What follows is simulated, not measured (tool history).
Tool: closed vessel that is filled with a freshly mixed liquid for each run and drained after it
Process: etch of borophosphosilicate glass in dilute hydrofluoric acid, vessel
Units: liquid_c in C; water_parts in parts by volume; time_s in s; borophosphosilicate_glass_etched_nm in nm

run,hour,liquid_c,water_parts,time_s,borophosphosilicate_glass_etched_nm
1,0.0,21.0,40,105,146.98
2,7.5,21.0,40,105,145.16
3,8.9,23.0,35,105,183.98
4,10.9,24.5,35,105,197.77
5,16.1,25.5,35,105,202.36
6,24.2,26.5,30,105,251.01
7,31.0,27.0,30,105,252.82
8,37.4,27.5,30,105,261.79
9,43.1,28.0,30,105,268.51

Estimate the outcome of run 10 from the log above:
10,48.7,28.5,30,105,?

{"run 10": {"borophosphosilicate_glass_etched_nm": 272.39}}
